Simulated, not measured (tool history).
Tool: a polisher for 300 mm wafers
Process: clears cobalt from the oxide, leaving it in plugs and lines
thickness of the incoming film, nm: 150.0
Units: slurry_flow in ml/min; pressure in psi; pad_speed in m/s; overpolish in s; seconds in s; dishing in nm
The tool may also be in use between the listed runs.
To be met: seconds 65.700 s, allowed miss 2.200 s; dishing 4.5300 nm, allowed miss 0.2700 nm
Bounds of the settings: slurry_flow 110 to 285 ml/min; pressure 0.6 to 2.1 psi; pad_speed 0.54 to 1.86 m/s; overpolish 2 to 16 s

run  hour  slurry_flow  pressure  pad_speed  overpolish  seconds  dishing
  1   0.0          180       1.3       1.18           8   46.521  23.9790
  2   1.2          195       1.3       1.18           8   46.900  23.4980
  3   6.1          155       1.3       1.18           8   47.654  22.6340
  4   7.8          145       1.2       1.16           7   52.966  18.4230
  5  11.4          145       1.2       1.34           7   45.957  19.9440
  6  18.2          140       1.1       1.36           6   51.039  17.3240
  7  22.9          135       1.1       1.24           5   54.640  12.8480
     23.8  -- worn pad replaced by a new one
  8  23.8          130       1.2       1.10           4   52.286  11.3520
  9  31.7          125       1.2       1.00           4   55.950  10.3720
 10  38.1          120       1.2       0.92           4   60.019   9.5428
 11  39.2          120       1.2       0.84           4   64.760   8.7940
 12  41.7          120       1.2       0.78           4   70.962   8.2820
 13  42.5          120       1.2       0.74           4   74.000   7.7828
 14  48.8          120       1.2       0.70           4   78.537   7.3834
 15  53.0          120       1.2       0.66           4   80.867   7.0743
 16  57.2          120       1.2       0.64           4   83.936   7.0774
 17  62.0          120       1.2       0.62           4   85.132   6.8674
 18  66.8          170       1.5       0.54           2   73.541   4.0275
 19  68.8          165       1.5       0.54           2   74.563   4.0006

Which of these 4 next moves meets every target?
  A  70.8          175       1.5       0.72           2        ?        ?
  B  70.8          215       1.4       0.66           2        ?        ?
  C  70.8          185       1.5       0.70           2        ?        ?
  D  70.8          220       1.1       0.64           2        ?        ?

move  seconds  dishing
   A   57.500   5.1278
   B   64.706   4.5684
   C   58.518   5.0406
   D   83.674   3.5492
A: takes the result that was furthest off past its target
B: meets every target
C: takes the result that was furthest off past its target
D: further off than the last run
Move B is the one to make.
